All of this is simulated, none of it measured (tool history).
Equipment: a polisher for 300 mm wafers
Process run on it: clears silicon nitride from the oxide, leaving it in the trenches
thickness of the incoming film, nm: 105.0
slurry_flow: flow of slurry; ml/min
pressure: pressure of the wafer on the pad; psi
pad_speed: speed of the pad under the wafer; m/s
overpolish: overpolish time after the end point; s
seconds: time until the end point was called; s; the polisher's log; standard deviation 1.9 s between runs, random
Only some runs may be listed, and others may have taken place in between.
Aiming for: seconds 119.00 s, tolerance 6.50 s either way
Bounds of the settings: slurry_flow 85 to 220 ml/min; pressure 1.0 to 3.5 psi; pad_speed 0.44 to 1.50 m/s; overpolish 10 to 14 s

run  hour  slurry_flow  pressure  pad_speed  overpolish  seconds
  1   0.0          140       2.2       0.96          14   145.11
  2   7.1          140       2.3       0.96          14   139.69
  3  10.8          140       2.4       0.96          14   136.61
  4  15.6          140       1.9       0.96          14   168.29
  5  16.9          140       1.9       0.96          10   171.11
  6  24.5          140       2.0       0.96          10   162.73
  7  28.1          140       2.1       0.96          10   156.32
  8  33.6          140       2.2       0.96          10   150.35
  9  35.3          140       2.3       0.96          10   140.44

Which one of the following 5 next-run settings gets every result inside its allowed miss? There is exactly one.
  A  37.0          135       1.9       0.88          10        ?
  B  37.0          155       2.2       0.90          10        ?
  C  37.0          130       2.1       1.10          13        ?
  D  37.0          120       1.9       0.92          11        ?
  E  37.0          145       2.4       1.10          14        ?

move  seconds
   A   184.12
   B   152.13
   C   135.69
   D   181.14
   E   116.51
A: further off than the last run
B: further off than the last run
C: closer than the last run, but not yet in spec
D: further off than the last run
E: in spec on every target
The right move is E.
